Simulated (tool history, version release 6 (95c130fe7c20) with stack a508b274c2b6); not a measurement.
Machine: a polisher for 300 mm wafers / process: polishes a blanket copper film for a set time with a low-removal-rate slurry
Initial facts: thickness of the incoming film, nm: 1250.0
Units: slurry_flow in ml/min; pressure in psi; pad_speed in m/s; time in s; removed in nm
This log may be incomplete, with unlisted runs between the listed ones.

run,hour,slurry_flow,pressure,pad_speed,slurry_solids,time,removed
1,0.0,215,1.7,1.40,1.0,28,77.992
2,5.9,215,1.7,1.72,1.0,28,96.861
3,7.7,215,1.5,1.62,1.0,28,80.940
4,8.4,215,1.4,1.52,1.0,28,71.562
5,17.2,215,1.4,1.52,1.1,28,72.333
6,18.8,215,1.4,1.86,1.1,28,87.848
7,24.4,200,0.9,1.48,1.0,28,45.104
8,29.3,190,0.9,1.46,1.0,28,43.953
9,38.0,180,0.9,1.46,1.0,28,43.605
10,46.1,180,0.9,1.46,1.0,28,43.613
11,49.4,170,0.8,1.34,1.0,28,35.746
12,56.6,175,0.8,1.34,1.0,28,35.483
13,57.4,180,0.8,1.34,1.0,28,36.217
14,61.0,185,0.8,1.34,1.0,28,36.499

Forecast run 15:
15,65.6,190,0.8,1.34,1.0,28,?

removed: 36.295 nm
